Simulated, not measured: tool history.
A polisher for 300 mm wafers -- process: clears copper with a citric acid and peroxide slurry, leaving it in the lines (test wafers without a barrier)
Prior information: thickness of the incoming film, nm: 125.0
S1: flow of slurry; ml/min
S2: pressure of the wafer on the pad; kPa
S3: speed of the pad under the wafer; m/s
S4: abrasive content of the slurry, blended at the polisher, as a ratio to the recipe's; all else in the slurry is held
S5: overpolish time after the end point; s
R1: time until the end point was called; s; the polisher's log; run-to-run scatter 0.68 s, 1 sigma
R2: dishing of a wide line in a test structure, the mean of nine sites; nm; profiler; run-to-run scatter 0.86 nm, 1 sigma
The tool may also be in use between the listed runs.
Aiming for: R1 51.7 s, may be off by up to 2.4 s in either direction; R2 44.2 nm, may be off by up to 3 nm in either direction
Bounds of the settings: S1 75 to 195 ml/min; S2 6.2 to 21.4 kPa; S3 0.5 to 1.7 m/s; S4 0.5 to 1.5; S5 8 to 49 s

{"run": 1, "hour": 0.0, "S1": 125, "S2": 13.8, "S3": 1.1, "S4": 1, "S5": 25, "R1": 88.661, "R2": 27.059}
{"run": 2, "hour": 5.2, "S1": 125, "S2": 15.9, "S3": 1.1, "S4": 1, "S5": 25, "R1": 79.351, "R2": 31.809}
{"run": 3, "hour": 7.5, "S1": 130, "S2": 17.2, "S3": 1.12, "S4": 1, "S5": 24, "R1": 72.042, "R2": 31.357}
{"run": 4, "hour": 12.1, "S1": 130, "S2": 17.2, "S3": 0.9, "S4": 1, "S5": 24, "R1": 84.255, "R2": 28.336}
{"run": 5, "hour": 19.1, "S1": 130, "S2": 17.2, "S3": 0.9, "S4": 1.15, "S5": 24, "R1": 82.802, "R2": 28.277}
{"run": 6, "hour": 21.4, "S1": 135, "S2": 18.6, "S3": 0.98, "S4": 1.15, "S5": 24, "R1": 70.217, "R2": 32.211}
{"run": 7, "hour": 26.5, "S1": 140, "S2": 19.3, "S3": 1.02, "S4": 1.15, "S5": 25, "R1": 65.782, "R2": 35.852}
{"run": 8, "hour": 31.8, "S1": 140, "S2": 20, "S3": 1.06, "S4": 1.15, "S5": 25, "R1": 61.534, "R2": 37.951}
{"run": 9, "hour": 36.4, "S1": 140, "S2": 20.7, "S3": 1.1, "S4": 1.15, "S5": 25, "R1": 58.524, "R2": 38.494}

Next run, 5 choices. One meets every target within its allowed miss, the rest don't. Which?
{"run": "A", "hour": 41.0, "S1": 135, "S2": 20.7, "S3": 1.08, "S4": 1.2, "S5": 20, "R1": "?", "R2": "?"}
{"run": "B", "hour": 41.0, "S1": 145, "S2": 20.7, "S3": 1.28, "S4": 1, "S5": 26, "R1": "?", "R2": "?"}
{"run": "C", "hour": 41.0, "S1": 145, "S2": 21.4, "S3": 1.32, "S4": 1.25, "S5": 23, "R1": "?", "R2": "?"}
{"run": "D", "hour": 41.0, "S1": 145, "S2": 20.7, "S3": 1.24, "S4": 0.9, "S5": 17, "R1": "?", "R2": "?"}
{"run": "E", "hour": 41.0, "S1": 125, "S2": 20.7, "S3": 1.22, "S4": 1, "S5": 20, "R1": "?", "R2": "?"}

move=A R1=59.628 R2=32.902
move=B R1=52.498 R2=45.342
move=C R1=47.808 R2=44.421
move=D R1=54.778 R2=30.77
move=E R1=56.386 R2=34.496
A: its largest miss is bigger than the last run's
B: every result within its allowed miss
C: the result that was furthest off in the last run now lies on the other side of its target
D: its largest miss is bigger than the last run's
E: its largest miss is bigger than the last run's
Correct choice: B, which meets every target

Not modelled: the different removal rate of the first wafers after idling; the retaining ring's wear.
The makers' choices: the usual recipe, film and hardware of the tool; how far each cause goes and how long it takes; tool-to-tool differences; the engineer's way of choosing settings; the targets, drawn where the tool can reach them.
